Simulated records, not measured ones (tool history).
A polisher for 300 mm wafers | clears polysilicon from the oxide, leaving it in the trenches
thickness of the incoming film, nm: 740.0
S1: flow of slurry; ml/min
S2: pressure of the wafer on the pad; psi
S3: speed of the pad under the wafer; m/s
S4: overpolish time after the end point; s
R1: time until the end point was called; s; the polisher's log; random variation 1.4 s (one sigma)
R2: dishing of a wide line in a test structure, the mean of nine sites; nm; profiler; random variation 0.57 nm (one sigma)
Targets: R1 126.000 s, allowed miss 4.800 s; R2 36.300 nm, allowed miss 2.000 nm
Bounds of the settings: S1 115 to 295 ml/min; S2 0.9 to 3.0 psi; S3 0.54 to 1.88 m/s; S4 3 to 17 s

{"run": 1, "hour": 0.0, "S1": 190, "S2": 1.9, "S3": 1.2, "S4": 9, "R1": 69.492, "R2": 38.208}
{"run": 2, "hour": 2.1, "S1": 190, "S2": 1.6, "S3": 1.18, "S4": 10, "R1": 84.525, "R2": 37.496}
{"run": 3, "hour": 5.3, "S1": 190, "S2": 1.4, "S3": 1.18, "S4": 11, "R1": 95.353, "R2": 36.456}
{"run": 4, "hour": 10.5, "S1": 160, "S2": 1.4, "S3": 1.18, "S4": 11, "R1": 97.565, "R2": 35.159}
{"run": 5, "hour": 12.0, "S1": 160, "S2": 1.4, "S3": 1.38, "S4": 11, "R1": 84.276, "R2": 36.89}
{"run": 6, "hour": 16.5, "S1": 115, "S2": 1.4, "S3": 1.38, "S4": 11, "R1": 90.885, "R2": 36.91}
{"run": 7, "hour": 18.7, "S1": 115, "S2": 1.3, "S3": 1.36, "S4": 12, "R1": 97.636, "R2": 36.413}
{"run": 8, "hour": 26.6, "S1": 115, "S2": 1.2, "S3": 1.34, "S4": 13, "R1": 109.05, "R2": 36.855}

5 next moves are on the table. One of them brings every result within its allowed miss. Which?
{"run": "A", "hour": 34.5, "S1": 115, "S2": 1.1, "S3": 1.26, "S4": 10, "R1": "?", "R2": "?"}
{"run": "B", "hour": 34.5, "S1": 115, "S2": 0.9, "S3": 1.36, "S4": 13, "R1": "?", "R2": "?"}
{"run": "C", "hour": 34.5, "S1": 115, "S2": 1.0, "S3": 1.28, "S4": 11, "R1": "?", "R2": "?"}
{"run": "D", "hour": 34.5, "S1": 130, "S2": 1.0, "S3": 1.34, "S4": 15, "R1": "?", "R2": "?"}
{"run": "E", "hour": 34.5, "S1": 170, "S2": 1.6, "S3": 1.02, "S4": 13, "R1": "?", "R2": "?"}

move=A R1=123.040 R2=30.242
move=B R1=138.060 R2=32.409
move=C R1=132.610 R2=30.548
move=D R1=122.940 R2=35.842
move=E R1=96.822 R2=36.942
A: brings the result that was furthest off to its target, and leaves another outside
B: takes the result that was furthest off past its target
C: takes the result that was furthest off past its target
D: meets every target
E: further off than the last run
Answer: D

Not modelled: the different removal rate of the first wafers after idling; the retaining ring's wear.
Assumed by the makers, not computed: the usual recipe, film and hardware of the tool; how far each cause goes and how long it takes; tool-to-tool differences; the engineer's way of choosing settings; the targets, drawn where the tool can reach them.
